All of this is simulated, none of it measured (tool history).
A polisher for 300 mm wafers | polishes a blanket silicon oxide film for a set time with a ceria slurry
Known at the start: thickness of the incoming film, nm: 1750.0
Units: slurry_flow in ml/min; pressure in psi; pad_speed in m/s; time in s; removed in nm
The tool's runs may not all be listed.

Run 1, day 0.000: slurry_flow 150 ml/min, pressure 2.5 psi, pad_speed 1.40 m/s, time 102 s. Result: removed 506.68 nm.
Run 2, day 0.362: slurry_flow 145 ml/min, pressure 2.2 psi, pad_speed 1.40 m/s, time 102 s. Result: removed 464.00 nm.
Run 3, day 0.696: slurry_flow 170 ml/min, pressure 2.2 psi, pad_speed 1.40 m/s, time 102 s. Result: removed 473.43 nm.
Run 4, day 1.017: slurry_flow 170 ml/min, pressure 2.2 psi, pad_speed 1.40 m/s, time 102 s. Result: removed 479.09 nm.
Run 5, day 1.362: slurry_flow 170 ml/min, pressure 2.2 psi, pad_speed 1.40 m/s, time 102 s. Result: removed 481.57 nm.
Run 6, day 1.567: slurry_flow 170 ml/min, pressure 1.6 psi, pad_speed 1.40 m/s, time 102 s. Result: removed 389.83 nm.
Run 7, day 1.667: slurry_flow 160 ml/min, pressure 1.5 psi, pad_speed 1.38 m/s, time 102 s. Result: removed 369.31 nm.
Run 8, day 1.792: slurry_flow 155 ml/min, pressure 1.4 psi, pad_speed 1.36 m/s, time 102 s. Result: removed 342.20 nm.
Run 9, day 1.817: slurry_flow 145 ml/min, pressure 1.4 psi, pad_speed 1.36 m/s, time 102 s. Result: removed 339.40 nm.

The next listed run, before its measurement:
Run 10, day 2.004: slurry_flow 140 ml/min, pressure 1.3 psi, pad_speed 1.36 m/s, time 102 s. Result: removed ?.

Run 10 gave removed 329.23 nm.
